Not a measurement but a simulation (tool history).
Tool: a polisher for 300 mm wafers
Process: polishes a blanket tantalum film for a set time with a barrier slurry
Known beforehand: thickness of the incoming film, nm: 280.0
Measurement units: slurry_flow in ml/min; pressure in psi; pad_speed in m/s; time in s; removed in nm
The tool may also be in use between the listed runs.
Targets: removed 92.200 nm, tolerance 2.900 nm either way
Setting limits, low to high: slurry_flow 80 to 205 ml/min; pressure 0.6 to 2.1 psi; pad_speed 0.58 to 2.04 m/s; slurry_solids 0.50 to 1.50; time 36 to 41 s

{"run": 1, "hour": 0.0, "slurry_flow": 135, "pressure": 1.3, "pad_speed": 1.3, "slurry_solids": 1.0, "time": 41, "removed": 52.583}
{"run": 2, "hour": 1.4, "slurry_flow": 135, "pressure": 1.3, "pad_speed": 1.3, "slurry_solids": 1.0, "time": 36, "removed": 45.631}
{"run": 3, "hour": 6.5, "slurry_flow": 140, "pressure": 1.5, "pad_speed": 1.32, "slurry_solids": 1.0, "time": 36, "removed": 50.538}
{"run": 4, "hour": 9.5, "slurry_flow": 140, "pressure": 1.5, "pad_speed": 1.32, "slurry_solids": 1.2, "time": 36, "removed": 52.057}
{"run": 5, "hour": 15.0, "slurry_flow": 140, "pressure": 1.5, "pad_speed": 1.32, "slurry_solids": 1.3, "time": 36, "removed": 53.234}
{"run": 6, "hour": 20.7, "slurry_flow": 140, "pressure": 1.5, "pad_speed": 1.32, "slurry_solids": 1.3, "time": 36, "removed": 54.544}
{"run": 7, "hour": 25.8, "slurry_flow": 140, "pressure": 1.7, "pad_speed": 1.4, "slurry_solids": 1.3, "time": 36, "removed": 60.711}
{"run": 8, "hour": 26.6, "slurry_flow": 145, "pressure": 1.8, "pad_speed": 1.5, "slurry_solids": 1.3, "time": 36, "removed": 67.24}
{"run": 9, "hour": 31.5, "slurry_flow": 145, "pressure": 1.9, "pad_speed": 1.58, "slurry_solids": 1.3, "time": 36, "removed": 72.184}
{"run": 10, "hour": 35.1, "slurry_flow": 145, "pressure": 2.0, "pad_speed": 1.66, "slurry_solids": 1.3, "time": 36, "removed": 77.657}
{"run": 11, "hour": 39.0, "slurry_flow": 145, "pressure": 2.0, "pad_speed": 1.66, "slurry_solids": 1.3, "time": 36, "removed": 76.924}
{"run": 12, "hour": 41.1, "slurry_flow": 150, "pressure": 2.0, "pad_speed": 1.74, "slurry_solids": 1.3, "time": 36, "removed": 79.712}
{"run": 13, "hour": 43.3, "slurry_flow": 150, "pressure": 2.0, "pad_speed": 1.8, "slurry_solids": 1.3, "time": 36, "removed": 83.185}
{"run": 14, "hour": 52.0, "slurry_flow": 150, "pressure": 2.0, "pad_speed": 1.84, "slurry_solids": 1.3, "time": 36, "removed": 84.052}
{"run": 15, "hour": 55.4, "slurry_flow": 150, "pressure": 2.0, "pad_speed": 1.86, "slurry_solids": 1.3, "time": 36, "removed": 85.787}
{"run": 16, "hour": 63.4, "slurry_flow": 150, "pressure": 2.0, "pad_speed": 1.86, "slurry_solids": 1.3, "time": 36, "removed": 86.125}
{"run": 17, "hour": 64.4, "slurry_flow": 150, "pressure": 2.0, "pad_speed": 1.88, "slurry_solids": 1.3, "time": 36, "removed": 86.855}
{"run": 18, "hour": 71.1, "slurry_flow": 150, "pressure": 2.0, "pad_speed": 1.9, "slurry_solids": 1.3, "time": 36, "removed": 86.824}

Exactly one of the 5 candidate moves below puts every result within its allowed miss. Which one?
{"run": "A", "hour": 77.8, "slurry_flow": 150, "pressure": 2.1, "pad_speed": 1.34, "slurry_solids": 1.45, "time": 41, "removed": "?"}
{"run": "B", "hour": 77.8, "slurry_flow": 175, "pressure": 2.1, "pad_speed": 1.66, "slurry_solids": 1.25, "time": 40, "removed": "?"}
{"run": "C", "hour": 77.8, "slurry_flow": 180, "pressure": 2.0, "pad_speed": 1.74, "slurry_solids": 1.5, "time": 36, "removed": "?"}
{"run": "D", "hour": 77.8, "slurry_flow": 145, "pressure": 1.8, "pad_speed": 1.94, "slurry_solids": 1.25, "time": 38, "removed": "?"}
{"run": "E", "hour": 77.8, "slurry_flow": 120, "pressure": 2.0, "pad_speed": 1.92, "slurry_solids": 1.25, "time": 37, "removed": "?"}

move=A removed=79.307
move=B removed=90.684
move=C removed=85.168
move=D removed=84.888
move=E removed=84.802
A: moves away from the targets compared with the last run
B: every result lands within tolerance
C: moves away from the targets compared with the last run
D: moves away from the targets compared with the last run
E: moves away from the targets compared with the last run
Answer: B
